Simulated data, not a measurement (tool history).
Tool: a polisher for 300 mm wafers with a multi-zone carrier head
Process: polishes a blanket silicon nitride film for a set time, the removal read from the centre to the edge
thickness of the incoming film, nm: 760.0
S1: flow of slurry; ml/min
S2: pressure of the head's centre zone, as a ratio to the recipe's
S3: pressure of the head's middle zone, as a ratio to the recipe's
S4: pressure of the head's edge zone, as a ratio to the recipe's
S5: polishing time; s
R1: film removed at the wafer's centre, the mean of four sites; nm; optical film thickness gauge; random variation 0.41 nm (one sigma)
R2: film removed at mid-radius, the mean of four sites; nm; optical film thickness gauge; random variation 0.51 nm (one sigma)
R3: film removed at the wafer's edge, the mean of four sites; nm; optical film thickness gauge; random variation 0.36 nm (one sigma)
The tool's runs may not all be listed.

run  hour   S1    S2    S3    S4  S5      R1      R2      R3
  1   0.0  205  1.00  1.00  1.00  59  85.690  84.614  84.564
  2   3.8  200  0.98  0.99  0.97  53  76.451  75.571  75.084
  3   8.8  195  0.96  0.98  0.95  49  68.142  69.098  68.687
  4  11.9  195  0.90  0.98  0.95  49  64.396  69.891  68.392
  5  12.9  190  0.90  0.97  0.93  46  60.538  64.919  63.401
     14.8  -- worn pad replaced by a new one
  6  14.8  185  0.89  0.96  0.91  44  60.310  64.914  63.258
  7  15.4  180  0.91  0.97  0.93  41  57.342  60.298  59.628
  8  17.1  180  0.90  0.96  0.92  39  54.396  57.351  57.402

Run 9 comes next. What will it give?
  9  23.2  180  0.90  0.96  0.91  37   ?   ?   ?

Run 9 gave R1 52.047 nm, R2 54.844 nm, R3 53.719 nm.
